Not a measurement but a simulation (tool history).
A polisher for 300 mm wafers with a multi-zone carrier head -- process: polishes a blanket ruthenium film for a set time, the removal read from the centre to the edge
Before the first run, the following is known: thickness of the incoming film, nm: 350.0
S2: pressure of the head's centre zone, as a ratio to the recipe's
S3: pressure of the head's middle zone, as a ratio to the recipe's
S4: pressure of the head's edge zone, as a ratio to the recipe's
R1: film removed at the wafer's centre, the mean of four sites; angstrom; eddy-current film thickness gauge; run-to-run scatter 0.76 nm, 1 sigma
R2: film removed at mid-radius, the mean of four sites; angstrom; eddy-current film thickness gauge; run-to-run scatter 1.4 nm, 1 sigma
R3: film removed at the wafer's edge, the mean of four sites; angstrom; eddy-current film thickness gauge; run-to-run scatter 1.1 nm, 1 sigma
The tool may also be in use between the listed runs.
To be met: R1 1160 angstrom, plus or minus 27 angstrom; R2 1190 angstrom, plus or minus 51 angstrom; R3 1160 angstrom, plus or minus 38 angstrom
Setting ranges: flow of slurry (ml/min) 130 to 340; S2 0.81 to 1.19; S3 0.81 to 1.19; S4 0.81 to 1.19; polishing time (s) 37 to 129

run 1 hour=0 | flow_of_slurry_(ml/min)=220 S2=1 S3=1 S4=1 polishing_time_(s)=83 | R1=977.91 R2=1005 R3=986.99
run 2 hour=7.1 | flow_of_slurry_(ml/min)=235 S2=1.02 S3=1.03 S4=1.05 polishing_time_(s)=84 | R1=1018.9 R2=1050.3 R3=1023.4
run 3 hour=10.6 | flow_of_slurry_(ml/min)=215 S2=1.02 S3=1.03 S4=1.05 polishing_time_(s)=84 | R1=1017.9 R2=1058.5 R3=1026.4
run 4 hour=17.6 | flow_of_slurry_(ml/min)=215 S2=1.02 S3=0.97 S4=1.05 polishing_time_(s)=84 | R1=1017.4 R2=978.2 R3=1034.6
run 5 hour=22.9 | flow_of_slurry_(ml/min)=175 S2=1.02 S3=0.97 S4=1.05 polishing_time_(s)=84 | R1=975.25 R2=943.39 R3=1021.5
run 6 hour=24.1 | flow_of_slurry_(ml/min)=175 S2=1.02 S3=0.97 S4=1.08 polishing_time_(s)=84 | R1=985.51 R2=957.28 R3=1007.4
run 7 hour=28.3 | flow_of_slurry_(ml/min)=200 S2=1.02 S3=0.99 S4=1.1 polishing_time_(s)=86 | R1=1023.1 R2=1040.7 R3=1050.1
run 8 hour=33 | flow_of_slurry_(ml/min)=260 S2=1.08 S3=1.01 S4=1.19 polishing_time_(s)=89 | R1=1161.9 R2=1119.9 R3=1176.2
run 9 hour=41 | flow_of_slurry_(ml/min)=260 S2=1.08 S3=1.03 S4=1.18 polishing_time_(s)=89 | R1=1164.2 R2=1162.8 R3=1159.8

Which of these 4 next moves meets every target?
run A hour=49 | flow_of_slurry_(ml/min)=270 S2=1.1 S3=0.99 S4=1.14 polishing_time_(s)=88 | R1=? R2=? R3=?
run B hour=49 | flow_of_slurry_(ml/min)=265 S2=1.08 S3=1 S4=1.16 polishing_time_(s)=89 | R1=? R2=? R3=?
run C hour=49 | flow_of_slurry_(ml/min)=210 S2=1.09 S3=1.02 S4=1.11 polishing_time_(s)=95 | R1=? R2=? R3=?
run D hour=49 | flow_of_slurry_(ml/min)=230 S2=1.07 S3=1.08 S4=1.15 polishing_time_(s)=91 | R1=? R2=? R3=?

move=A R1=1174.9 R2=1082.8 R3=1143.8
move=B R1=1166.7 R2=1102.1 R3=1162.8
move=C R1=1212.6 R2=1159.4 R3=1190.8
move=D R1=1160.5 R2=1181.5 R3=1167.5
A: the biggest miss grows against the last run
B: the biggest miss grows against the last run
C: puts the biggest miss on target and leaves a different result outside tolerance
D: every result lands within tolerance
The right move is D.
